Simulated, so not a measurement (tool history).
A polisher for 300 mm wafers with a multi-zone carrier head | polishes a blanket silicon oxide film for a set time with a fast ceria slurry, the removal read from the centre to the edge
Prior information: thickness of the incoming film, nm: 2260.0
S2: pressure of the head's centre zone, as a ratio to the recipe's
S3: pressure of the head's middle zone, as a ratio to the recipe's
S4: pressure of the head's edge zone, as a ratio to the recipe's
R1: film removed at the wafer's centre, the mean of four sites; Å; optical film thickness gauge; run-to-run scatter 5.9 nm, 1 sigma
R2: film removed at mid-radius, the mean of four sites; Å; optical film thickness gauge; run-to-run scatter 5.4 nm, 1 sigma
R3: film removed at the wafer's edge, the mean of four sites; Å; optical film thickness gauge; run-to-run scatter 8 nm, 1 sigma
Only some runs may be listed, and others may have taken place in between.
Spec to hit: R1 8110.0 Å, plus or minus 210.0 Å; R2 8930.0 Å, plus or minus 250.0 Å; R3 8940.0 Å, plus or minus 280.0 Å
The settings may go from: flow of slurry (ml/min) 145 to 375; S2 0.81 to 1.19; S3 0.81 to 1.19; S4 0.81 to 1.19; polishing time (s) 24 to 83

Run 1, hour 0.0: flow of slurry (ml/min) 240, S2 1.00, S3 1.00, S4 1.00, polishing time (s) 53. Result: R1 6436.1 Å, R2 6667.6 Å, R3 6566.7 Å.
Run 2, hour 4.2: flow of slurry (ml/min) 240, S2 1.00, S3 1.00, S4 1.04, polishing time (s) 53. Result: R1 6511.9 Å, R2 6713.9 Å, R3 6613.3 Å.
Run 3, hour 11.6: flow of slurry (ml/min) 240, S2 0.98, S3 1.00, S4 1.07, polishing time (s) 57. Result: R1 6840.2 Å, R2 7174.4 Å, R3 7269.2 Å.
Run 4, hour 19.4: flow of slurry (ml/min) 250, S2 0.98, S3 1.02, S4 1.10, polishing time (s) 59. Result: R1 7120.6 Å, R2 7480.0 Å, R3 7742.5 Å.
Run 5, hour 22.4: flow of slurry (ml/min) 225, S2 0.98, S3 1.02, S4 1.10, polishing time (s) 59. Result: R1 7000.5 Å, R2 7414.4 Å, R3 7673.9 Å.
Run 6, hour 26.8: flow of slurry (ml/min) 240, S2 0.99, S3 1.05, S4 1.12, polishing time (s) 60. Result: R1 7206.4 Å, R2 7727.9 Å, R3 7900.7 Å.
Run 7, hour 35.1: flow of slurry (ml/min) 255, S2 1.00, S3 1.07, S4 1.14, polishing time (s) 61. Result: R1 7538.7 Å, R2 8066.1 Å, R3 8229.6 Å.
Run 8, hour 41.1: flow of slurry (ml/min) 255, S2 1.00, S3 1.07, S4 1.14, polishing time (s) 61. Result: R1 7572.7 Å, R2 8145.6 Å, R3 8111.2 Å.
Run 9, hour 43.5: flow of slurry (ml/min) 270, S2 0.99, S3 1.07, S4 1.15, polishing time (s) 62. Result: R1 7705.9 Å, R2 8250.4 Å, R3 8249.6 Å.

Below are 5 possible settings for the next run. Only one of them brings all results inside the allowed miss of their targets. Which is it?
Run A, hour 45.9: flow of slurry (ml/min) 280, S2 1.01, S3 1.13, S4 1.10, polishing time (s) 68. Result: R1 ?, R2 ?, R3 ?.
Run B, hour 45.9: flow of slurry (ml/min) 285, S2 0.94, S3 1.15, S4 1.12, polishing time (s) 63. Result: R1 ?, R2 ?, R3 ?.
Run C, hour 45.9: flow of slurry (ml/min) 335, S2 0.95, S3 1.06, S4 1.13, polishing time (s) 66. Result: R1 ?, R2 ?, R3 ?.
Run D, hour 45.9: flow of slurry (ml/min) 375, S2 1.05, S3 1.19, S4 1.00, polishing time (s) 63. Result: R1 ?, R2 ?, R3 ?.
Run E, hour 45.9: flow of slurry (ml/min) 215, S2 1.03, S3 1.16, S4 1.11, polishing time (s) 70. Result: R1 ?, R2 ?, R3 ?.

move      R1      R2      R3
   A  8458.1  9508.7  8914.9
   B  7357.7  8939.0  8344.8
   C  7907.3  8973.3  8891.9
   D  8356.3  9382.4  8032.6
   E  8574.6  9676.4  9009.3
A: moves the result that the last run missed by most past its target, out the other side
B: brings the last run's worst result on target, with another outside its allowed miss
C: every result within its allowed miss
D: moves the result that the last run missed by most past its target, out the other side
E: moves the result that the last run missed by most past its target, out the other side
Move C is the one to make.

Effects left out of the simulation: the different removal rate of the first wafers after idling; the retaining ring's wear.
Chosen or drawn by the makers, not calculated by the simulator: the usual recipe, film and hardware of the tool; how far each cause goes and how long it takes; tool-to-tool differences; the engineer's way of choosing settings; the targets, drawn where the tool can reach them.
